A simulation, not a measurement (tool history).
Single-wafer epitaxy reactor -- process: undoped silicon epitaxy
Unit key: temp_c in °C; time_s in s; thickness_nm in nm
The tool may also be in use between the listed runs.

run 1 hour=0.0 | temp_c=645 time_s=519 | thickness_nm=89.166
run 2 hour=4.5 | temp_c=642 time_s=519 | thickness_nm=83.766
run 3 hour=13.1 | temp_c=639 time_s=519 | thickness_nm=79.319
run 4 hour=21.7 | temp_c=644 time_s=519 | thickness_nm=88.339
run 5 hour=27.1 | temp_c=644 time_s=593 | thickness_nm=100.210
run 6 hour=34.3 | temp_c=640 time_s=583 | thickness_nm=90.767
run 7 hour=42.6 | temp_c=637 time_s=574 | thickness_nm=83.715
run 8 hour=50.7 | temp_c=634 time_s=567 | thickness_nm=78.213
run 9 hour=58.9 | temp_c=632 time_s=559 | thickness_nm=73.429
-- hour=64.4 pyrometer calibrated
run 10 hour=64.4 | temp_c=630 time_s=554 | thickness_nm=62.005
run 11 hour=71.3 | temp_c=629 time_s=554 | thickness_nm=61.034
run 12 hour=74.8 | temp_c=628 time_s=554 | thickness_nm=59.155

Run 13 has not been measured yet. What should we expect?
run 13 hour=76.1 | temp_c=627 time_s=554 | thickness_nm=?

thickness_nm: 58.147 nm
